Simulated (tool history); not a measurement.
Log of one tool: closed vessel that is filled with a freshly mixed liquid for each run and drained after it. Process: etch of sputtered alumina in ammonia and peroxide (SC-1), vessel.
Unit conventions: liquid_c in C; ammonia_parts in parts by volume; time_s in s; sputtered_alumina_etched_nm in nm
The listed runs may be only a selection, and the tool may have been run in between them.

run,hour,liquid_c,ammonia_parts,time_s,sputtered_alumina_etched_nm
1,0.0,55,0.80,165,7.3855
2,6.2,55,0.95,165,7.4928
3,7.8,62,0.95,165,10.9170
4,9.7,62,1.20,165,11.0790
5,17.2,62,0.95,165,10.8420
6,26.1,62,0.95,165,10.7630

The next listed run, before its measurement:
7,27.5,54,0.90,165,?

sputtered_alumina_etched_nm: 7.1589 nm
